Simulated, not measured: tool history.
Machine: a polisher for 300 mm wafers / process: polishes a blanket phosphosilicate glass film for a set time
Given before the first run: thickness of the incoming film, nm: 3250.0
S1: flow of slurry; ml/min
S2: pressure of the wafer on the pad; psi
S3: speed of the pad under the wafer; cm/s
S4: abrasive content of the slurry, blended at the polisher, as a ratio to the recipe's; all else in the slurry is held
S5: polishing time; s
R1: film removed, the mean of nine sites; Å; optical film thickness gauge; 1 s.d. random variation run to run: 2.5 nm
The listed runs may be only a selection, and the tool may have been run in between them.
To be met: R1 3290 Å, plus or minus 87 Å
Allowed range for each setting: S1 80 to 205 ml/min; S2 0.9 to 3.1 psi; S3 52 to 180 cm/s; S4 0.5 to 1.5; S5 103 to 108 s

| run | hour | S1 | S2 | S3 | S4 | S5 | R1 |
|---|---|---|---|---|---|---|---|
| 1 | 0 | 135 | 2 | 116 | 1 | 103 | 5889.8 |
| 2 | 2.9 | 135 | 2.5 | 116 | 1 | 103 | 7351.1 |
| 3 | 8.6 | 135 | 2.5 | 116 | 1.1 | 103 | 7904.4 |
| 4 | 11.9 | 130 | 2.1 | 114 | 1.1 | 103 | 6478.2 |
| 5 | 16.8 | 125 | 1.8 | 110 | 1.1 | 103 | 5404.8 |
| 6 | 22.6 | 100 | 1.8 | 110 | 1.1 | 103 | 5174.1 |
| 7 | 25.1 | 100 | 1.6 | 110 | 1.1 | 103 | 4595.5 |
| 8 | 26.6 | 95 | 1.5 | 110 | 1.1 | 103 | 4342.6 |
| 9 | 35 | 95 | 1.4 | 110 | 1.1 | 103 | 4000.8 |
| 10 | 37.4 | 95 | 1.3 | 110 | 1.1 | 103 | 3771.1 |
| 11 | 40.2 | 90 | 1.2 | 110 | 1.1 | 103 | 3453.7 |
| 12 | 41.1 | 85 | 1.1 | 110 | 1.1 | 103 | 3093.3 |
| 13 | 47.8 | 90 | 1.1 | 110 | 1.1 | 103 | 3127.3 |
| 14 | 56.1 | 90 | 1.2 | 110 | 1.1 | 103 | 3396.7 |

Which of these 5 next moves meets every target?
| A | 64.4 | 80 | 1.2 | 108 | 1.25 | 103 | ? |
| B | 64.4 | 90 | 1.3 | 100 | 1.15 | 103 | ? |
| C | 64.4 | 95 | 1.3 | 110 | 0.9 | 105 | ? |
| D | 64.4 | 95 | 1.2 | 106 | 1.15 | 103 | ? |
| E | 64.4 | 115 | 1.1 | 100 | 1.25 | 108 | ? |

| move | R1 |
|---|---|
| A | 3524.1 |
| B | 3554.9 |
| C | 3317.5 |
| D | 3466.9 |
| E | 3508.2 |
A: lands further from the targets than the last run did
B: lands further from the targets than the last run did
C: meets every target
D: lands further from the targets than the last run did
E: lands further from the targets than the last run did
C meets every target.
